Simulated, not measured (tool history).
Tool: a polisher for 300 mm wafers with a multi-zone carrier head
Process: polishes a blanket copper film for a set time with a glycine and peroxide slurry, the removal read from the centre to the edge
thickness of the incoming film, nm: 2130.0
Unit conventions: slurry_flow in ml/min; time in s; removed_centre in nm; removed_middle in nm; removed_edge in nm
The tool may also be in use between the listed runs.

| run | hour | slurry_flow | centre_zone | middle_zone | edge_zone | time | removed_centre | removed_middle | removed_edge |
|---|---|---|---|---|---|---|---|---|---|
| 1 | 0 | 210 | 1 | 1 | 1 | 54 | 312.67 | 318.54 | 314.97 |
| 2 | 2.3 | 175 | 1 | 1 | 1 | 54 | 301.56 | 309.29 | 303.32 |
| 3 | 7.2 | 175 | 0.96 | 1 | 1 | 54 | 288.01 | 306.31 | 303.28 |
| 4 | 15.3 | 175 | 0.96 | 1 | 1 | 63 | 334.85 | 362.15 | 353 |
| 5 | 22.3 | 175 | 0.96 | 1 | 0.95 | 63 | 340.91 | 361.01 | 344.42 |
| 6 | 26.1 | 185 | 0.98 | 1.01 | 0.96 | 63 | 349.33 | 365.58 | 348.31 |
| 7 | 31.4 | 195 | 1 | 1.02 | 0.97 | 63 | 360.33 | 375.02 | 352.71 |
| 8 | 37.7 | 205 | 1.01 | 1.03 | 0.98 | 63 | 365.44 | 377.85 | 359.05 |

Run 9 comes next. What will it give?
| 9 | 39.7 | 260 | 1.11 | 1.13 | 1.07 | 69 | ? | ? | ? |

{"run 9": {"removed_centre": 459.06, "removed_middle": 460.24, "removed_edge": 409.6}}
